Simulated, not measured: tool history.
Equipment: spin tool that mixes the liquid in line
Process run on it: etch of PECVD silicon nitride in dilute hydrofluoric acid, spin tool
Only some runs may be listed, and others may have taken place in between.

run	hour	temperature setpoint of the liquid (C)	parts of water to one part of 49 % hydrofluoric acid (parts by volume)	time under the liquid (s)	thickness taken off the PECVD silicon nitride on a monitor wafer (angstrom)
1	0	25	115	260	73.742
2	1.6	26	115	260	78.987
3	7.9	26	115	280	83.95
4	8.9	27	115	280	89.693
5	12.7	27	85	280	122.3
6	17.3	27.5	85	280	126.47
7	19.8	27.5	85	280	123.42
8	22	28	85	280	132.14

Run 9 comes next. What will it give?
9	23.5	28.5	85	280	?

{"run 9": {"thickness taken off the PECVD silicon nitride on a monitor wafer (angstrom)": 133.42}}
